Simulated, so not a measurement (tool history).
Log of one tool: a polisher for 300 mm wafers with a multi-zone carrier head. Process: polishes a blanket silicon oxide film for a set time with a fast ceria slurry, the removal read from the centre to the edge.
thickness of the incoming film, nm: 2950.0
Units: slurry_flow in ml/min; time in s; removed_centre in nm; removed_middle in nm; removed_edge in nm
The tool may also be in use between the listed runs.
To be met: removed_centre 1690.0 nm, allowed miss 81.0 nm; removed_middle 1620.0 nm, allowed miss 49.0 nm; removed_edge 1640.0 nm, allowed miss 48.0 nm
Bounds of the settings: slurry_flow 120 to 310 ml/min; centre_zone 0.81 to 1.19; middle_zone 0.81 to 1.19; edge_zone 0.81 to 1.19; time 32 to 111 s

| run | day | slurry_flow | centre_zone | middle_zone | edge_zone | time | removed_centre | removed_middle | removed_edge |
|---|---|---|---|---|---|---|---|---|---|
| 1 | 0.000 | 200 | 1.00 | 1.00 | 1.00 | 71 | 1164.4 | 1135.3 | 1189.0 |
| 2 | 0.117 | 200 | 1.06 | 1.00 | 1.00 | 71 | 1251.5 | 1139.5 | 1193.4 |
| 3 | 0.317 | 200 | 1.00 | 1.00 | 1.00 | 71 | 1178.8 | 1118.2 | 1198.2 |
| 4 | 0.371 | 200 | 0.93 | 1.00 | 1.00 | 71 | 1100.3 | 1129.9 | 1186.1 |
| 5 | 0.458 | 210 | 0.97 | 1.03 | 1.03 | 75 | 1231.3 | 1228.7 | 1277.4 |
| 6 | 0.758 | 210 | 0.97 | 0.95 | 1.03 | 75 | 1210.0 | 1147.4 | 1284.1 |
| 7 | 1.021 | 255 | 1.07 | 1.05 | 1.13 | 90 | 1634.1 | 1539.1 | 1648.3 |
| 8 | 1.050 | 255 | 1.07 | 1.05 | 1.13 | 90 | 1606.1 | 1515.9 | 1631.8 |
| 9 | 1.146 | 255 | 1.08 | 1.06 | 1.13 | 90 | 1631.5 | 1552.1 | 1642.5 |
|  | 1.400 | edge zone pressure recalibrated |
| 10 | 1.400 | 260 | 1.09 | 1.07 | 1.13 | 90 | 1645.1 | 1555.0 | 1607.0 |
| 11 | 1.579 | 260 | 1.09 | 1.08 | 1.13 | 90 | 1674.0 | 1555.1 | 1585.8 |

Which of these 5 next moves meets every target?
| A | 1.758 | 275 | 1.18 | 1.01 | 1.07 | 90 | ? | ? | ? |
| B | 1.758 | 285 | 1.07 | 1.11 | 0.98 | 89 | ? | ? | ? |
| C | 1.758 | 265 | 1.11 | 1.00 | 1.15 | 89 | ? | ? | ? |
| D | 1.758 | 260 | 1.06 | 0.99 | 1.12 | 90 | ? | ? | ? |
| E | 1.758 | 310 | 1.02 | 1.03 | 1.08 | 94 | ? | ? | ? |

| move | removed_centre | removed_middle | removed_edge |
|---|---|---|---|
| A | 1830.0 | 1506.4 | 1551.9 |
| B | 1675.1 | 1621.6 | 1472.5 |
| C | 1710.7 | 1471.2 | 1587.0 |
| D | 1660.3 | 1472.3 | 1580.8 |
| E | 1715.4 | 1620.8 | 1643.5 |
A: further off than the last run
B: brings the result that was furthest off to its target, and leaves another outside
C: further off than the last run
D: further off than the last run
E: meets every target
Answer: E
